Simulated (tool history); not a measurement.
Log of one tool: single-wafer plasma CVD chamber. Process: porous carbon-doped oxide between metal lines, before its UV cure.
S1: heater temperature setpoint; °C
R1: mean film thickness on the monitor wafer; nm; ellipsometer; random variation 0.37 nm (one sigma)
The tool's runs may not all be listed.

{"run": 1, "hour": 0.0, "S1": 310, "RF power (W)": 390, "deposition time (s)": 34.6, "R1": 157.1}
{"run": 2, "hour": 5.9, "S1": 310, "RF power (W)": 390, "deposition time (s)": 34.6, "R1": 158.12}
{"run": 3, "hour": 9.3, "S1": 319, "RF power (W)": 390, "deposition time (s)": 34.6, "R1": 150.48}
{"run": 4, "hour": 10.4, "S1": 319, "RF power (W)": 435, "deposition time (s)": 34.6, "R1": 167.05}
{"run": 5, "hour": 17.9, "S1": 323, "RF power (W)": 415, "deposition time (s)": 34.6, "R1": 157.08}
{"run": 6, "hour": 20.0, "S1": 326, "RF power (W)": 400, "deposition time (s)": 34.6, "R1": 150.39}
{"run": 7, "hour": 23.5, "S1": 328, "RF power (W)": 390, "deposition time (s)": 34.6, "R1": 145.59}

Forecast run 8:
{"run": 8, "hour": 28.6, "S1": 329, "RF power (W)": 385, "deposition time (s)": 34.6, "R1": "?"}

{"run 8": {"R1": 142.94}}

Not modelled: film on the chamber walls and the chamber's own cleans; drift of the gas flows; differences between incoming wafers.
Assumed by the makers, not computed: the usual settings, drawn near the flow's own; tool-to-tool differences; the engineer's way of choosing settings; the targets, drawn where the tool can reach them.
